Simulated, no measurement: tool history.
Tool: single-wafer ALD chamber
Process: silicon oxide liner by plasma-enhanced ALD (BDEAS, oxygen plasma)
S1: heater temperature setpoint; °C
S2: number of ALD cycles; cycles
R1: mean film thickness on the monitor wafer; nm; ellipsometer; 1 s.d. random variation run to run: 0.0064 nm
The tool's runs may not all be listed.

| run | hour | S1 | S2 | R1 |
|---|---|---|---|---|
| 1 | 0 | 315 | 35 | 3.133 |
| 2 | 2.3 | 309 | 35 | 3.1667 |
| 3 | 9.4 | 312 | 33 | 2.9764 |
| 4 | 14.9 | 315 | 32 | 2.8726 |
| 5 | 16.2 | 315 | 30 | 2.6864 |
| 6 | 20.5 | 317 | 30 | 2.6723 |
| 7 | 24.3 | 317 | 30 | 2.6723 |
| 8 | 28.5 | 319 | 30 | 2.6651 |
| 9 | 35.3 | 321 | 30 | 2.6604 |

Run 10 has not been measured yet. What should we expect?
| 10 | 36.4 | 323 | 30 | ? |

R1: 2.6625 nm
